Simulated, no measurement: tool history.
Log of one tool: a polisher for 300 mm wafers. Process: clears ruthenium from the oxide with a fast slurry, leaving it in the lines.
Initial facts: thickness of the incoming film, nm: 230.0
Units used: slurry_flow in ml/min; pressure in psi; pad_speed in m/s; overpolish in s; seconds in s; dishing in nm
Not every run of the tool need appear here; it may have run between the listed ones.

run	hour	slurry_flow	pressure	pad_speed	slurry_solids	overpolish	seconds	dishing
1	0	135	1.9	1.28	1	22	60.358	69.242
2	2.6	135	2.1	1.3	1	24	56.142	80.18
3	8.5	135	2.3	1.32	1	25	52.756	87.838
4	10.3	135	2.3	1.32	1	28	50.105	96.208
5	12.4	135	2.4	1.34	1	28	47.777	98.999
6	17	165	2.4	1.34	1	28	46.329	99.685
7	20.6	165	2.5	1.34	1	29	44.295	109.68

Run 8 comes next. What will it give?
8	25.7	165	2.6	1.34	1	29	?	?

{"run 8": {"seconds": 43.939, "dishing": 106.42}}
